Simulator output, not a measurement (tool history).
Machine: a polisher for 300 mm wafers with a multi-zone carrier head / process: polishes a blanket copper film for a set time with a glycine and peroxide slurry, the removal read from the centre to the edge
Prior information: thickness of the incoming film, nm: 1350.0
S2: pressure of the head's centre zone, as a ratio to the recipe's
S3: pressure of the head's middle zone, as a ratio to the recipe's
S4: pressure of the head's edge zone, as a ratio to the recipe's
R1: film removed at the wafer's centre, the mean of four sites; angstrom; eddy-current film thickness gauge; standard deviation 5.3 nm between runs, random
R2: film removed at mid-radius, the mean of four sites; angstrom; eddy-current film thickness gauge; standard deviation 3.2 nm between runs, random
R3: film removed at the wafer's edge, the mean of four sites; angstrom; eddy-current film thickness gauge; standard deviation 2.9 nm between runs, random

run 1 day=0.000 | flow_of_slurry_(ml/min)=285 S2=1.00 S3=1.00 S4=1.00 polishing_time_(s)=67 | R1=3128.5 R2=3232.2 R3=3161.9
run 2 day=0.288 | flow_of_slurry_(ml/min)=235 S2=1.00 S3=1.00 S4=1.00 polishing_time_(s)=67 | R1=3009.5 R2=3105.9 R3=3070.0
run 3 day=0.525 | flow_of_slurry_(ml/min)=270 S2=1.01 S3=1.00 S4=1.04 polishing_time_(s)=68 | R1=3188.2 R2=3233.3 R3=3220.9
run 4 day=0.708 | flow_of_slurry_(ml/min)=295 S2=1.00 S3=1.00 S4=1.07 polishing_time_(s)=69 | R1=3392.3 R2=3364.2 R3=3360.0
run 5 day=0.950 | flow_of_slurry_(ml/min)=340 S2=1.00 S3=1.00 S4=1.07 polishing_time_(s)=69 | R1=3285.0 R2=3396.9 R3=3430.6
run 6 day=1.021 | flow_of_slurry_(ml/min)=350 S2=1.00 S3=1.00 S4=1.09 polishing_time_(s)=69 | R1=3353.7 R2=3403.6 R3=3439.4
run 7 day=1.067 | flow_of_slurry_(ml/min)=355 S2=0.99 S3=1.00 S4=1.11 polishing_time_(s)=70 | R1=3437.4 R2=3463.2 R3=3522.1
run 8 day=1.312 | flow_of_slurry_(ml/min)=365 S2=0.98 S3=1.00 S4=1.13 polishing_time_(s)=70 | R1=3359.5 R2=3535.0 R3=3488.7
run 9 day=1.350 | flow_of_slurry_(ml/min)=375 S2=0.98 S3=0.99 S4=1.13 polishing_time_(s)=71 | R1=3501.8 R2=3520.2 R3=3583.6

The next listed run, before its measurement:
-- day=1.612 slurry nozzle cleaned
run 10 day=1.612 | flow_of_slurry_(ml/min)=385 S2=0.96 S3=0.98 S4=1.14 polishing_time_(s)=72 | R1=? R2=? R3=?

{"run 10": {"R1": 3585.2, "R2": 3722.9, "R3": 3840.4}}

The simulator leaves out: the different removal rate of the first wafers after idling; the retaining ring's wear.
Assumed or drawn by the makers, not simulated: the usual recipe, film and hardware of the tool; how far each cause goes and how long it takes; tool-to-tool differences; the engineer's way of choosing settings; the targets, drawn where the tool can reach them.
